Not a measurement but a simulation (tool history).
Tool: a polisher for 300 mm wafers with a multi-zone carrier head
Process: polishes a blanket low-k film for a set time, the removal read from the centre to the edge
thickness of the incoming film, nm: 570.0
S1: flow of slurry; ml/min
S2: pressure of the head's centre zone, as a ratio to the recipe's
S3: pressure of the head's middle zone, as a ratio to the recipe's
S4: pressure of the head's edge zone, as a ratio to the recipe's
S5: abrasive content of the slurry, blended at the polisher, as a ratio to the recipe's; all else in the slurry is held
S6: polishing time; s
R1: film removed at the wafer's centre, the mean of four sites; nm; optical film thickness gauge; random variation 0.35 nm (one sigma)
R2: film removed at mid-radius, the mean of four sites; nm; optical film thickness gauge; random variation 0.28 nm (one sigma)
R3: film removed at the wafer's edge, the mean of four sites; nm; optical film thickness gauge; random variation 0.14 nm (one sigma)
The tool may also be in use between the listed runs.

run	day	S1	S2	S3	S4	S5	S6	R1	R2	R3
1	0.000	135	1.00	1.00	1.00	1.00	32	14.394	14.289	14.345
2	0.121	135	1.00	0.95	1.00	1.00	32	14.455	13.618	14.186
3	0.392	135	0.96	0.95	1.00	1.00	32	13.951	13.756	14.233
4	0.417	150	1.01	0.97	1.01	1.10	33	16.264	15.412	15.640
5	0.771	135	1.01	0.97	1.01	1.10	33	16.118	15.415	15.440
6	1.054	145	1.04	0.97	1.05	1.20	34	17.904	16.447	17.081
7	1.125	155	1.07	0.99	1.06	1.25	35	19.673	17.733	18.525
8	1.221	165	1.10	1.01	1.06	1.30	36	21.785	18.909	19.312

The next listed run, before its measurement:
9	1.425	165	1.10	1.01	1.06	1.30	36	?	?	?

{"run 9": {"R1": 21.889, "R2": 19.105, "R3": 19.152}}
